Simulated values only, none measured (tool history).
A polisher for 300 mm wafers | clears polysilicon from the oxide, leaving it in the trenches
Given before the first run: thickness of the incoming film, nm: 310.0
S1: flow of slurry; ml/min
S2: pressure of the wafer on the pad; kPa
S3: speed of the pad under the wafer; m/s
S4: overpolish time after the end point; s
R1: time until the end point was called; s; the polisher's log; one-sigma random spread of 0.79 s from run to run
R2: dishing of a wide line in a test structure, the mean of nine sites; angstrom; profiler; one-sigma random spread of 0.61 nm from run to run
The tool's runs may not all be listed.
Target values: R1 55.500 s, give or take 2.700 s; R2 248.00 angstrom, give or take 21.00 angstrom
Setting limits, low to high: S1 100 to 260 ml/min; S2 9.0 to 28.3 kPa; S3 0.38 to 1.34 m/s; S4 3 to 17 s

run,hour,S1,S2,S3,S4,R1,R2
1,0.0,165,18.6,0.86,9,33.438,302.56
2,6.7,165,17.2,0.86,8,34.889,286.00
3,11.4,165,13.1,0.86,8,46.024,261.22
4,11.9,165,13.1,0.86,6,46.128,232.92
5,16.7,145,13.1,0.86,6,47.347,242.29
6,21.8,145,13.1,0.86,8,46.095,260.10
7,23.9,145,12.4,0.86,8,50.921,245.90
8,28.8,140,12.4,0.86,8,49.688,262.92
9,36.3,150,10.3,0.84,7,60.526,220.85

Which of these 5 next moves meets every target?
A,43.8,150,10.3,0.90,8,?,?
B,43.8,160,9.0,0.92,10,?,?
C,43.8,145,9.7,0.86,7,?,?
D,43.8,145,11.0,0.78,11,?,?
E,43.8,200,9.0,0.80,9,?,?

move,R1,R2
A,56.127,239.71
B,62.124,252.18
C,63.037,212.10
D,61.058,262.90
E,68.639,230.71
A: all results land within tolerance of their targets
B: further off than the last run
C: further off than the last run
D: further off than the last run
E: further off than the last run
Answer: A
